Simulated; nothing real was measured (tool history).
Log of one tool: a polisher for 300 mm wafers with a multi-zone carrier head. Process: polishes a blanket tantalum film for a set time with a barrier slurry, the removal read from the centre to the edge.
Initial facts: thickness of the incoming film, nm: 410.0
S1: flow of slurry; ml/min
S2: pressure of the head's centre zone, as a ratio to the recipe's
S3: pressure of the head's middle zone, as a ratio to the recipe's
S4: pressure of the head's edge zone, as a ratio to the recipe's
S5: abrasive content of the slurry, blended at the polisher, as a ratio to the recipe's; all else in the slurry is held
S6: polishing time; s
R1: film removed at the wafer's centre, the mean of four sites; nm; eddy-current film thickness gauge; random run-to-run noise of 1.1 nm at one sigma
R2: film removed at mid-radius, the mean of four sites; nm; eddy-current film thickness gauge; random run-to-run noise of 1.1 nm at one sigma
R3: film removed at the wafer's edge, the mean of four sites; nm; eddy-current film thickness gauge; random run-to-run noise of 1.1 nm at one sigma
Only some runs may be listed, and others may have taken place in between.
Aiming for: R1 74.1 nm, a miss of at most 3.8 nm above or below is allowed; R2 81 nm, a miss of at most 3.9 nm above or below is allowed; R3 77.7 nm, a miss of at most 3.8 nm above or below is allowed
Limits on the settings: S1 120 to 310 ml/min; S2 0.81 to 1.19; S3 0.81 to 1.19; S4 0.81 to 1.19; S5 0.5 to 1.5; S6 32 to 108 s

run 1 day=0 | S1=200 S2=1 S3=1 S4=1 S5=1 S6=70 | R1=96.172 R2=102.83 R3=96.817
run 2 day=0.129 | S1=200 S2=0.99 S3=0.99 S4=0.99 S5=0.95 S6=70 | R1=91.6 R2=100.82 R3=98.167
run 3 day=0.283 | S1=200 S2=1 S3=1 S4=0.99 S5=0.9 S6=68 | R1=88.466 R2=97.922 R3=92.792
run 4 day=0.583 | S1=200 S2=1.01 S3=1 S4=0.99 S5=0.85 S6=67 | R1=85.024 R2=95.145 R3=88.007
run 5 day=0.688 | S1=200 S2=1.01 S3=1 S4=0.99 S5=0.85 S6=52 | R1=67.437 R2=72.407 R3=70.929
run 6 day=0.925 | S1=200 S2=1.01 S3=1 S4=0.99 S5=0.85 S6=40 | R1=51.846 R2=55.108 R3=54.028
run 7 day=0.954 | S1=200 S2=1.01 S3=1.01 S4=1 S5=0.9 S6=42 | R1=56.223 R2=60.073 R3=56.474
run 8 day=1.304 | S1=200 S2=1 S3=1 S4=1 S5=0.95 S6=44 | R1=58.514 R2=62.695 R3=61.112
run 9 day=1.621 | S1=200 S2=0.99 S3=1 S4=1 S5=1 S6=45 | R1=60.834 R2=64.738 R3=62.799
run 10 day=1.738 | S1=200 S2=0.98 S3=1 S4=1 S5=1.05 S6=46 | R1=61.767 R2=65.888 R3=65.886
run 11 day=1.812 | S1=200 S2=0.98 S3=1.01 S4=1 S5=1.1 S6=46 | R1=62.868 R2=70.713 R3=64.729
run 12 day=1.875 | S1=200 S2=0.98 S3=1.01 S4=1.01 S5=1.15 S6=47 | R1=65.032 R2=71.706 R3=69.655

4 candidate next runs follow, results not yet known. Just one meets every target within its allowed miss. Identify it.
run A day=1.938 | S1=265 S2=1 S3=1.04 S4=1.05 S5=1.15 S6=51 | R1=? R2=? R3=?
run B day=1.938 | S1=175 S2=0.99 S3=0.99 S4=1.07 S5=1.1 S6=49 | R1=? R2=? R3=?
run C day=1.938 | S1=200 S2=1 S3=1.01 S4=0.96 S5=1.15 S6=48 | R1=? R2=? R3=?
run D day=1.938 | S1=210 S2=0.99 S3=1.02 S4=0.96 S5=1 S6=50 | R1=? R2=? R3=?

move=A R1=74.665 R2=84.895 R3=77.143
move=B R1=65.625 R2=72.856 R3=70.812
move=C R1=67.343 R2=75.051 R3=67.602
move=D R1=67.701 R2=76.79 R3=68.45
A: all results in spec
B: closes in on the targets versus the last run, not all within tolerance yet
C: moves away from the targets compared with the last run
D: no nearer and no further than the last run
A meets every target.
